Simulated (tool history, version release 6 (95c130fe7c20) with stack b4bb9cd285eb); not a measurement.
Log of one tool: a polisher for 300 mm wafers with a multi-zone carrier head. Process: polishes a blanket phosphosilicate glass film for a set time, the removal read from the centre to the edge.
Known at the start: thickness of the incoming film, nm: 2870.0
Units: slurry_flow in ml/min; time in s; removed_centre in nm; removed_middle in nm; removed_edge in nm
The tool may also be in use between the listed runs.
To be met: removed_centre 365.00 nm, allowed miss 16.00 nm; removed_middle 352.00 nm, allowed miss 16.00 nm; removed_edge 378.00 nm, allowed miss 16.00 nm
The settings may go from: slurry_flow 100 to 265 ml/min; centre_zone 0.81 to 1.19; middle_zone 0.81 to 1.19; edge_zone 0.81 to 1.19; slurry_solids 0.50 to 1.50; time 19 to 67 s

Run 1, day 0.000: slurry_flow 170 ml/min, centre_zone 1.00, middle_zone 1.00, edge_zone 1.00, slurry_solids 1.00, time 43 s. Result: removed_centre 563.30 nm, removed_middle 559.97 nm, removed_edge 546.64 nm.
Run 2, day 0.046: slurry_flow 170 ml/min, centre_zone 1.00, middle_zone 1.00, edge_zone 1.00, slurry_solids 0.80, time 43 s. Result: removed_centre 501.00 nm, removed_middle 480.40 nm, removed_edge 475.17 nm.
Run 3, day 0.358: slurry_flow 165 ml/min, centre_zone 0.98, middle_zone 0.98, edge_zone 0.99, slurry_solids 0.75, time 43 s. Result: removed_centre 467.84 nm, removed_middle 462.50 nm, removed_edge 438.51 nm.
Run 4, day 0.675: slurry_flow 145 ml/min, centre_zone 0.98, middle_zone 0.98, edge_zone 0.99, slurry_solids 0.75, time 43 s. Result: removed_centre 444.87 nm, removed_middle 431.12 nm, removed_edge 428.75 nm.
Run 5, day 1.004: slurry_flow 135 ml/min, centre_zone 0.97, middle_zone 0.96, edge_zone 0.99, slurry_solids 0.75, time 43 s. Result: removed_centre 430.23 nm, removed_middle 432.94 nm, removed_edge 430.33 nm.
Run 6, day 1.229: slurry_flow 170 ml/min, centre_zone 0.97, middle_zone 0.96, edge_zone 0.99, slurry_solids 0.75, time 43 s. Result: removed_centre 454.12 nm, removed_middle 448.47 nm, removed_edge 436.30 nm.
Run 7, day 1.454: slurry_flow 160 ml/min, centre_zone 0.96, middle_zone 0.93, edge_zone 0.99, slurry_solids 0.75, time 43 s. Result: removed_centre 452.35 nm, removed_middle 429.11 nm, removed_edge 445.83 nm.
Run 8, day 1.571: slurry_flow 150 ml/min, centre_zone 0.95, middle_zone 0.92, edge_zone 0.97, slurry_solids 0.75, time 43 s. Result: removed_centre 432.84 nm, removed_middle 435.18 nm, removed_edge 432.85 nm.
Run 9, day 1.629: slurry_flow 145 ml/min, centre_zone 0.95, middle_zone 0.91, edge_zone 0.97, slurry_solids 0.70, time 43 s. Result: removed_centre 404.45 nm, removed_middle 400.28 nm, removed_edge 398.49 nm.
Run 10, day 1.950: slurry_flow 140 ml/min, centre_zone 0.95, middle_zone 0.90, edge_zone 0.97, slurry_solids 0.70, time 43 s. Result: removed_centre 400.81 nm, removed_middle 394.29 nm, removed_edge 396.08 nm.
Run 11, day 2.304: slurry_flow 140 ml/min, centre_zone 0.95, middle_zone 0.90, edge_zone 0.97, slurry_solids 0.70, time 43 s. Result: removed_centre 401.88 nm, removed_middle 384.72 nm, removed_edge 405.62 nm.
Run 12, day 2.496: slurry_flow 135 ml/min, centre_zone 0.95, middle_zone 0.90, edge_zone 0.96, slurry_solids 0.70, time 43 s. Result: removed_centre 395.78 nm, removed_middle 388.70 nm, removed_edge 393.04 nm.
Run 13, day 2.812: slurry_flow 130 ml/min, centre_zone 0.95, middle_zone 0.89, edge_zone 0.96, slurry_solids 0.70, time 43 s. Result: removed_centre 394.73 nm, removed_middle 379.32 nm, removed_edge 389.88 nm.
Run 14, day 2.888: slurry_flow 125 ml/min, centre_zone 0.95, middle_zone 0.88, edge_zone 0.96, slurry_solids 0.70, time 43 s. Result: removed_centre 394.06 nm, removed_middle 376.46 nm, removed_edge 390.46 nm.
Run 15, day 3.229: slurry_flow 120 ml/min, centre_zone 0.94, middle_zone 0.87, edge_zone 0.96, slurry_solids 0.70, time 43 s. Result: removed_centre 373.21 nm, removed_middle 371.45 nm, removed_edge 393.69 nm.
Run 16, day 3.567: slurry_flow 120 ml/min, centre_zone 0.94, middle_zone 0.87, edge_zone 0.96, slurry_solids 0.70, time 43 s. Result: removed_centre 378.81 nm, removed_middle 374.68 nm, removed_edge 394.28 nm.

Which of these 5 next moves meets every target?
Run A, day 3.904: slurry_flow 150 ml/min, centre_zone 1.05, middle_zone 0.81, edge_zone 1.15, slurry_solids 0.70, time 38 s. Result: removed_centre ?, removed_middle ?, removed_edge ?.
Run B, day 3.904: slurry_flow 110 ml/min, centre_zone 0.96, middle_zone 0.89, edge_zone 0.95, slurry_solids 0.65, time 40 s. Result: removed_centre ?, removed_middle ?, removed_edge ?.
Run C, day 3.904: slurry_flow 105 ml/min, centre_zone 0.94, middle_zone 0.85, edge_zone 0.95, slurry_solids 0.65, time 47 s. Result: removed_centre ?, removed_middle ?, removed_edge ?.
Run D, day 3.904: slurry_flow 160 ml/min, centre_zone 0.99, middle_zone 0.88, edge_zone 0.92, slurry_solids 0.70, time 40 s. Result: removed_centre ?, removed_middle ?, removed_edge ?.
Run E, day 3.904: slurry_flow 100 ml/min, centre_zone 1.04, middle_zone 0.83, edge_zone 0.92, slurry_solids 0.60, time 47 s. Result: removed_centre ?, removed_middle ?, removed_edge ?.

move  removed_centre  removed_middle  removed_edge
   A          394.45          325.01        380.75
   B          322.51          309.06        320.70
   C          364.61          349.06        373.13
   D          397.53          362.47        362.55
   E          363.50          311.25        333.95
A: takes the result that was furthest off past its target
B: takes the result that was furthest off past its target
C: meets every target
D: brings the result that was furthest off to its target, and leaves another outside
E: takes the result that was furthest off past its target
Answer: C

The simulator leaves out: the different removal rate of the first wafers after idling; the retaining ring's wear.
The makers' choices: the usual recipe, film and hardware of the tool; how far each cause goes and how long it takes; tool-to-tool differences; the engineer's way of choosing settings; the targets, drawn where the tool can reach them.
